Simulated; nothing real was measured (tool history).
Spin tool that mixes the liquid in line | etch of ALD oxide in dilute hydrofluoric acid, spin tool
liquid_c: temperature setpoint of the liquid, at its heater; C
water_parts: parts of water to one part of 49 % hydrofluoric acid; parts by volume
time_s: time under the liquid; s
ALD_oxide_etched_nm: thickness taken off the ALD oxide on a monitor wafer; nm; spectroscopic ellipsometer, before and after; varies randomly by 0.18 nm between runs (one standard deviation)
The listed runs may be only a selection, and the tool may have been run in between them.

run  hour  liquid_c  water_parts  time_s  ALD_oxide_etched_nm
  1   0.0      26.0          270     225               8.1673
  2   1.2      26.0          270     240               8.7826
  3   1.7      29.5          270     240               9.8371
  4   8.6      31.0          270     240              10.4430
  5  14.4      32.0          210     240              15.1100
  6  15.2      32.0          210     225              13.9990

Run 7 is up next; what results do you expect?
  7  22.5      32.5          175     225                    ?

ALD_oxide_etched_nm: 17.8900 nm
